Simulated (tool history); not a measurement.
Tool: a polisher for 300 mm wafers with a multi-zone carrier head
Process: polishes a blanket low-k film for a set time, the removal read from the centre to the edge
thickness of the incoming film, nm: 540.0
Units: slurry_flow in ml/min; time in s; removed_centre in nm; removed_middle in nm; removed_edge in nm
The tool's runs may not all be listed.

run,day,slurry_flow,centre_zone,middle_zone,edge_zone,slurry_solids,time,removed_centre,removed_middle,removed_edge
1,0.000,290,1.00,1.00,1.00,1.00,37,19.225,19.565,20.170
2,0.212,290,1.00,1.00,1.05,1.00,37,19.284,19.462,20.006
3,0.375,290,1.00,1.00,1.12,1.00,37,19.662,19.895,20.825
4,0.612,300,1.05,1.02,1.14,1.15,38,22.373,22.071,23.079
5,0.708,315,1.09,1.04,1.12,1.25,39,24.860,23.162,24.625
6,0.938,315,1.09,0.97,1.12,1.25,39,24.999,22.499,24.950

The next listed run, before its measurement:
7,1.108,320,1.12,1.03,1.12,1.35,40,?,?,?

removed_centre: 26.699 nm
removed_middle: 24.712 nm
removed_edge: 25.929 nm

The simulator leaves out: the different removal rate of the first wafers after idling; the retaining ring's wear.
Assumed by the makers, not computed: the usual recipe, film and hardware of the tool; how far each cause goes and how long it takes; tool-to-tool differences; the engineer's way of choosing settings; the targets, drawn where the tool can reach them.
